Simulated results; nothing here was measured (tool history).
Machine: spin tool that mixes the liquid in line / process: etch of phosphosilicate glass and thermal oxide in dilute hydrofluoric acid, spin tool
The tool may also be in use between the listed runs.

| run | hour | temperature setpoint of the liquid (°C) | parts of water to one part of 49 % hydrofluoric acid (parts by volume) | time under the liquid (s) | thickness taken off the phosphosilicate glass on a monitor wafer (angstrom) | thickness taken off the thermal oxide on a monitor wafer (angstrom) |
|---|---|---|---|---|---|---|
| 1 | 0 | 22 | 255 | 115 | 642.42 | 20.013 |
| 2 | 7.8 | 22 | 220 | 115 | 776.33 | 24.655 |
| 3 | 14.7 | 22 | 260 | 115 | 638.98 | 20.351 |
| 4 | 15.3 | 19 | 260 | 115 | 566.4 | 17.36 |
| 5 | 22.5 | 19 | 165 | 115 | 964.11 | 30.719 |
| 6 | 26.3 | 19 | 115 | 115 | 1461.6 | 46.628 |
| 7 | 33.9 | 19 | 150 | 115 | 1082.9 | 33.444 |

Expected results for the next run?
| 8 | 35.2 | 19 | 185 | 115 | ? | ? |

thickness taken off the phosphosilicate glass on a monitor wafer (angstrom): 843.55
thickness taken off the thermal oxide on a monitor wafer (angstrom): 26.593

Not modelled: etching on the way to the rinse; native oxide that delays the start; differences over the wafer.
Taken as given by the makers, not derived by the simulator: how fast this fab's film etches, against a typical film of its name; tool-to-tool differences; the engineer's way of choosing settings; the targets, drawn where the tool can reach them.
